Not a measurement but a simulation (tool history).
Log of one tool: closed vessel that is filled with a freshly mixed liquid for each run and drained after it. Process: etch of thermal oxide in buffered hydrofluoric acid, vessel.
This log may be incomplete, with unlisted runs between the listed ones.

run,hour,temperature setpoint of the liquid (K),parts of 40 % ammonium fluoride to one part of 49 % hydrofluoric acid (parts by volume),time in the liquid (s),thickness taken off the thermal oxide on a monitor wafer (angstrom)
1,0.0,294.15,15.5,30,187.68
2,2.2,293.65,16.5,30,173.03
3,7.6,293.15,17.0,30,163.57
4,15.1,292.65,17.5,30,153.65
5,15.6,292.15,18.0,30,146.62
6,16.5,291.65,18.5,30,136.33
7,21.4,291.15,19.0,30,130.40
8,24.1,291.15,19.5,30,126.83
9,31.6,291.15,19.5,30,126.95

The next listed run, before its measurement:
10,33.5,290.65,20.5,30,?

{"run 10": {"thickness taken off the thermal oxide on a monitor wafer (angstrom)": 117.66}}
